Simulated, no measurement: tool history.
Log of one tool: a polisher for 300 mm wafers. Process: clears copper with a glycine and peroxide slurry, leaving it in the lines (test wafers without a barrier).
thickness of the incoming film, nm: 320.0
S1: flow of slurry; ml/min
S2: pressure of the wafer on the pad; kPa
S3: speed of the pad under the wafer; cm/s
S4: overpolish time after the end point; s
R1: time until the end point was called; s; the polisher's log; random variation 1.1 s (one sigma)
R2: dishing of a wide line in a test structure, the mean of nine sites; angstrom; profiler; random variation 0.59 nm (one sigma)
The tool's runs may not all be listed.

run,day,S1,S2,S3,S4,R1,R2
1,0.000,165,17.2,84,15,84.860,346.10
2,0.267,160,17.2,84,16,86.439,366.82
3,0.504,155,17.2,84,17,85.064,383.92
4,0.725,125,17.2,84,17,91.789,364.09
5,0.929,125,17.2,84,20,92.177,415.15
6,1.092,125,17.2,84,22,92.016,444.87
# day 1.171: slurry nozzle cleaned
7,1.171,115,15.2,82,27,96.780,501.14

Run 8 comes next. What will it give?
8,1.425,115,15.2,82,27,?,?

R1: 95.971 s
R2: 498.92 angstrom
